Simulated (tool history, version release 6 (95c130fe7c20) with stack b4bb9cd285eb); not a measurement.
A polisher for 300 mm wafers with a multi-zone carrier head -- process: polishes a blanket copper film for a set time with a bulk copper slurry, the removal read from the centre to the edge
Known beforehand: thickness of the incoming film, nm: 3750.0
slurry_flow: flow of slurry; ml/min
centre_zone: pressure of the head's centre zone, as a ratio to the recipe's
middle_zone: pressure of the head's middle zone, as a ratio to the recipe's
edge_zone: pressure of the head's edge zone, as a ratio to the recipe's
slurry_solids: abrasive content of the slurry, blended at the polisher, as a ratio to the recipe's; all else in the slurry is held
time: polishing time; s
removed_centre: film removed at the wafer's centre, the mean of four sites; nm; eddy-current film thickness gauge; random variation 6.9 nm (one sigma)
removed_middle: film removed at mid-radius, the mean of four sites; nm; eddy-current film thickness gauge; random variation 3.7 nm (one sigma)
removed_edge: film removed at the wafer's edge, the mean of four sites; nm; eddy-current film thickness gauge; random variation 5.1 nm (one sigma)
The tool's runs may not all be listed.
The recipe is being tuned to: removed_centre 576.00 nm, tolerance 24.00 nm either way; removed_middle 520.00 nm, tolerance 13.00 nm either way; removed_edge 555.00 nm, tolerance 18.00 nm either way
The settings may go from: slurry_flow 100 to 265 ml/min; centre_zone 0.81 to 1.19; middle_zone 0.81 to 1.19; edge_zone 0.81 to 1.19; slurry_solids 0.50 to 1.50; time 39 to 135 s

run	hour	slurry_flow	centre_zone	middle_zone	edge_zone	slurry_solids	time	removed_centre	removed_middle	removed_edge
1	0.0	170	1.00	1.00	1.00	1.00	87	672.17	684.81	659.98
2	5.7	160	0.99	0.96	0.97	0.95	87	624.41	660.52	644.00
3	12.2	160	0.99	0.96	0.97	0.75	87	619.35	625.71	607.01
4	16.5	150	1.00	0.93	0.96	0.70	87	591.00	590.89	585.97
5	18.1	140	1.02	0.91	0.96	0.70	87	589.78	562.70	588.34
6	19.0	140	1.02	0.91	0.96	0.70	75	505.25	490.08	502.39
7	27.3	150	1.03	0.91	0.98	0.70	75	534.04	494.04	515.64
8	33.8	155	1.03	0.91	0.99	0.70	75	522.01	503.05	510.77
9	38.3	155	1.05	0.91	1.01	0.75	75	551.65	510.59	526.02
10	40.6	155	1.05	0.90	1.03	0.75	75	552.60	506.49	534.94

4 next moves are on the table. One of them brings every result within its allowed miss. Which?
A	42.9	215	1.05	0.81	1.07	0.85	78	?	?	?
B	42.9	180	1.13	0.87	1.01	0.60	82	?	?	?
C	42.9	175	1.06	0.91	1.10	1.20	67	?	?	?
D	42.9	200	1.07	0.85	1.14	0.95	69	?	?	?

move	removed_centre	removed_middle	removed_edge
A	625.66	526.47	594.65
B	634.92	524.90	553.87
C	568.95	519.49	546.38
D	572.64	490.60	548.33
A: moves the result that the last run missed by most past its target, out the other side
B: the worst result of the last run now meets its target, but another is out of spec
C: meets every target
D: the worst result of the last run now meets its target, but another is out of spec
So the answer is move C, the one that meets all the targets.
